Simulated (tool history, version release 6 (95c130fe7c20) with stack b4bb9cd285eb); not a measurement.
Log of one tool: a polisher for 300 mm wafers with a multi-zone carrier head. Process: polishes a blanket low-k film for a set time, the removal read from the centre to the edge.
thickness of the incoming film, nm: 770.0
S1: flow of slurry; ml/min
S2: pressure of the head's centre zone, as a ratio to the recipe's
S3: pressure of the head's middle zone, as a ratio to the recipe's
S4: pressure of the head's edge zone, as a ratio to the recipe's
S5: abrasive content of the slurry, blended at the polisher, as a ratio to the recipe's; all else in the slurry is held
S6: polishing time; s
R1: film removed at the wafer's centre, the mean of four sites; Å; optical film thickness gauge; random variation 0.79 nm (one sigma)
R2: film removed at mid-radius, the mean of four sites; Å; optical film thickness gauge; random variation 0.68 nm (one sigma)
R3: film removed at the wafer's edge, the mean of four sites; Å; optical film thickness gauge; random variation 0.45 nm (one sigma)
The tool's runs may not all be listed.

Run 1, day 0.000: S1 215 ml/min, S2 1.00, S3 1.00, S4 1.00, S5 1.00, S6 85 s. Result: R1 470.77 Å, R2 454.36 Å, R3 462.60 Å.
Run 2, day 0.275: S1 215 ml/min, S2 1.00, S3 1.00, S4 1.00, S5 1.00, S6 98 s. Result: R1 521.09 Å, R2 534.94 Å, R3 528.53 Å.
Run 3, day 0.421: S1 225 ml/min, S2 0.99, S3 1.00, S4 1.04, S5 1.05, S6 98 s. Result: R1 547.18 Å, R2 546.67 Å, R3 551.78 Å.
Run 4, day 0.688: S1 225 ml/min, S2 0.99, S3 1.00, S4 1.10, S5 1.05, S6 98 s. Result: R1 543.70 Å, R2 541.45 Å, R3 565.55 Å.
Run 5, day 0.750: S1 225 ml/min, S2 0.99, S3 1.00, S4 1.17, S5 1.05, S6 98 s. Result: R1 530.42 Å, R2 552.76 Å, R3 590.09 Å.
Run 6, day 1.012: S1 230 ml/min, S2 0.98, S3 1.00, S4 1.17, S5 1.10, S6 98 s. Result: R1 539.80 Å, R2 549.11 Å, R3 601.89 Å.

The next listed run, before its measurement:
Run 7, day 1.312: S1 230 ml/min, S2 0.97, S3 1.01, S4 1.17, S5 1.10, S6 98 s. Result: R1 ?, R2 ?, R3 ?.

{"run 7": {"R1": 544.55, "R2": 559.48, "R3": 598.86}}

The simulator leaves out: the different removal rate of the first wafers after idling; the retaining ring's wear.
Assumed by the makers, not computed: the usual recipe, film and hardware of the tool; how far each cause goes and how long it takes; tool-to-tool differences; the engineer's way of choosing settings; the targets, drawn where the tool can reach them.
